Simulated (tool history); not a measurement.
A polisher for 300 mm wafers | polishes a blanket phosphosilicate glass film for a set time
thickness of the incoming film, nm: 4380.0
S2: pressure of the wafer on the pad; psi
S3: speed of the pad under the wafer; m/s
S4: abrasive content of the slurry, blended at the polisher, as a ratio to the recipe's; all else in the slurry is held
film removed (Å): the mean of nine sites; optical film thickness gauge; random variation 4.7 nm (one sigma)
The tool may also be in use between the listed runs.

{"run": 1, "day": 0.0, "flow of slurry (ml/min)": 320, "S2": 2.0, "S3": 1.14, "S4": 1.0, "polishing time (s)": 38, "film removed (Å)": 1977.9}
{"run": 2, "day": 0.125, "flow of slurry (ml/min)": 320, "S2": 2.0, "S3": 1.14, "S4": 1.15, "polishing time (s)": 38, "film removed (Å)": 2058.1}
{"run": 3, "day": 0.167, "flow of slurry (ml/min)": 270, "S2": 2.0, "S3": 1.14, "S4": 1.15, "polishing time (s)": 38, "film removed (Å)": 2009.3}
{"run": 4, "day": 0.246, "flow of slurry (ml/min)": 270, "S2": 2.5, "S3": 1.14, "S4": 1.15, "polishing time (s)": 38, "film removed (Å)": 2507.9}
{"run": 5, "day": 0.275, "flow of slurry (ml/min)": 270, "S2": 2.5, "S3": 1.14, "S4": 1.15, "polishing time (s)": 34, "film removed (Å)": 2287.7}
{"run": 6, "day": 0.479, "flow of slurry (ml/min)": 275, "S2": 2.7, "S3": 1.2, "S4": 1.15, "polishing time (s)": 34, "film removed (Å)": 2505.5}
{"run": 7, "day": 0.567, "flow of slurry (ml/min)": 275, "S2": 2.7, "S3": 1.2, "S4": 1.15, "polishing time (s)": 34, "film removed (Å)": 2513.9}

Run 8 comes next. What will it give?
{"run": 8, "day": 0.696, "flow of slurry (ml/min)": 275, "S2": 2.8, "S3": 1.28, "S4": 1.15, "polishing time (s)": 34, "film removed (Å)": "?"}

Run 8 gave film removed (Å) 2803.5.
